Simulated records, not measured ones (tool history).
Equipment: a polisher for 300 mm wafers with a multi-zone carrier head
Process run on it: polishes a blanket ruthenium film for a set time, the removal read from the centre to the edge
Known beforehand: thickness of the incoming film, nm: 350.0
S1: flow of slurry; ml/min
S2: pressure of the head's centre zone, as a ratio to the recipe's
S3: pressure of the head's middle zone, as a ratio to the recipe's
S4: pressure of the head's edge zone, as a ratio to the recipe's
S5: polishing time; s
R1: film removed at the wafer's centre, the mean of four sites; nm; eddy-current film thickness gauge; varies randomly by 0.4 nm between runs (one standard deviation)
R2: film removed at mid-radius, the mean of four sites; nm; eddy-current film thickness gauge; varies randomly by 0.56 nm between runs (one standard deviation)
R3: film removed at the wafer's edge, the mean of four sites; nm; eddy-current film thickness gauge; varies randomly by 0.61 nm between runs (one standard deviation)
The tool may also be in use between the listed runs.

run	hour	S1	S2	S3	S4	S5	R1	R2	R3
1	0.0	210	1.00	1.00	1.00	32	46.404	46.296	44.146
2	7.2	225	1.04	0.99	1.01	32	49.173	46.967	44.602
3	15.9	225	1.04	0.99	1.01	28	42.029	40.565	39.080
4	17.1	265	1.04	0.99	1.01	28	43.669	41.447	40.023
5	18.4	275	1.08	0.99	1.04	29	47.154	42.390	42.615
6	25.2	275	1.08	0.99	0.96	29	47.420	42.346	40.623

Run 7 comes next. What will it give?
7	29.5	280	1.11	1.00	0.98	30	?	?	?

Run 7 came out at R1 50.681 nm, R2 43.487 nm, R3 42.560 nm.

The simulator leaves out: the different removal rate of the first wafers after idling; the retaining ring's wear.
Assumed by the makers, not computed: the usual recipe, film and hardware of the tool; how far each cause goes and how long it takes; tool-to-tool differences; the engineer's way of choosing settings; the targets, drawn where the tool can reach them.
